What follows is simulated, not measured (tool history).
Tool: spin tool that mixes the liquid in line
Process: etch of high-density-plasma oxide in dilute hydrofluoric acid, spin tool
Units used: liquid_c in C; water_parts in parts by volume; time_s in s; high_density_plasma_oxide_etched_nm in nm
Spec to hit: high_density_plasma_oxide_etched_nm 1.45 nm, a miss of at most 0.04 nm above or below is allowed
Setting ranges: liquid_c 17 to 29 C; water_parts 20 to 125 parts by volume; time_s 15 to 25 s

run	hour	liquid_c	water_parts	time_s	high_density_plasma_oxide_etched_nm
1	0	21	70	25	2.4
2	8.2	17.5	70	25	2.0741
3	16.3	19.5	70	25	2.2581
4	17.2	19.5	70	25	2.2615
5	18.5	19.5	70	15	1.3635
6	26.2	18	70	15	1.2731
7	34.5	18.5	70	15	1.3096
8	39.5	19	70	15	1.332
9	44	19.5	70	15	1.3778
10	45	20	70	15	1.3709

Which one of the following 4 next-run settings gets every result inside its allowed miss? There is exactly one.
A	46	18	75	20	?
B	46	20.5	80	15	?
C	46	20	75	15	?
D	46	19	65	15	?

move	high_density_plasma_oxide_etched_nm
A	1.588
B	1.2299
C	1.2934
D	1.4498
A: moves the result that the last run missed by most past its target, out the other side
B: lands further from the targets than the last run did
C: lands further from the targets than the last run did
D: in spec on every target
Answer: D
